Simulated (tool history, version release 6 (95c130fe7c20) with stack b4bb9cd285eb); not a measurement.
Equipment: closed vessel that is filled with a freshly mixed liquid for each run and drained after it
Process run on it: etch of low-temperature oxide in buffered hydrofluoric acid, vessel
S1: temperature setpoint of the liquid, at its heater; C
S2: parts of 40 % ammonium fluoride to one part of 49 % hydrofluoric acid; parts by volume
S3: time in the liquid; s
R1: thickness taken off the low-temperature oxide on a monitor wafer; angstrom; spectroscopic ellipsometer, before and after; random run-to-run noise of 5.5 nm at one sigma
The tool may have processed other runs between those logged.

| run | hour | S1 | S2 | S3 | R1 |
|---|---|---|---|---|---|
| 1 | 0 | 23 | 8 | 90 | 6343.8 |
| 2 | 6.8 | 23 | 10 | 90 | 5234.6 |
| 3 | 15.2 | 25 | 9 | 90 | 6249.6 |
| 4 | 15.7 | 25 | 9 | 95 | 6520.9 |
| 5 | 23.2 | 26.5 | 8 | 95 | 8174.1 |
| 6 | 26.5 | 27.5 | 7.5 | 95 | 9221.6 |

Forecast run 7:
| 7 | 33.7 | 28.5 | 7.5 | 95 | ? |

R1: 9661.5 angstrom
